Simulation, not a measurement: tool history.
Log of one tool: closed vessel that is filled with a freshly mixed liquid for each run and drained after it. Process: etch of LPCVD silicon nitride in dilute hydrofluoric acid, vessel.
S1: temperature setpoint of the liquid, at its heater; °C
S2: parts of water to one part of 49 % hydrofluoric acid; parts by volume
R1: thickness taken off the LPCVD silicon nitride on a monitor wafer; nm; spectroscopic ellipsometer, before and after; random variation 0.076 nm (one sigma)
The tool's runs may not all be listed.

Run 1, day 0: S1 20 °C, S2 70 parts by volume, time in the liquid (s) 2670. Result: R1 14.67 nm.
Run 2, day 0.242: S1 20 °C, S2 50 parts by volume, time in the liquid (s) 2670. Result: R1 20.492 nm.
Run 3, day 0.342: S1 20 °C, S2 35 parts by volume, time in the liquid (s) 2670. Result: R1 29.239 nm.
Run 4, day 0.542: S1 19.5 °C, S2 40 parts by volume, time in the liquid (s) 2670. Result: R1 24.606 nm.
Run 5, day 0.683: S1 19 °C, S2 45 parts by volume, time in the liquid (s) 2670. Result: R1 21.432 nm.
Run 6, day 0.779: S1 19 °C, S2 45 parts by volume, time in the liquid (s) 2670. Result: R1 21.279 nm.
Run 7, day 0.983: S1 19 °C, S2 50 parts by volume, time in the liquid (s) 2670. Result: R1 19.172 nm.
Run 8, day 1.354: S1 19 °C, S2 55 parts by volume, time in the liquid (s) 2670. Result: R1 17.368 nm.
Run 9, day 1.483: S1 19 °C, S2 60 parts by volume, time in the liquid (s) 2670. Result: R1 16.007 nm.
Run 10, day 1.562: S1 17 °C, S2 90 parts by volume, time in the liquid (s) 2670. Result: R1 9.4487 nm.

Run 11 comes next. What will it give?
Run 11, day 1.679: S1 17 °C, S2 100 parts by volume, time in the liquid (s) 2670. Result: R1 ?.

R1: 8.6214 nm
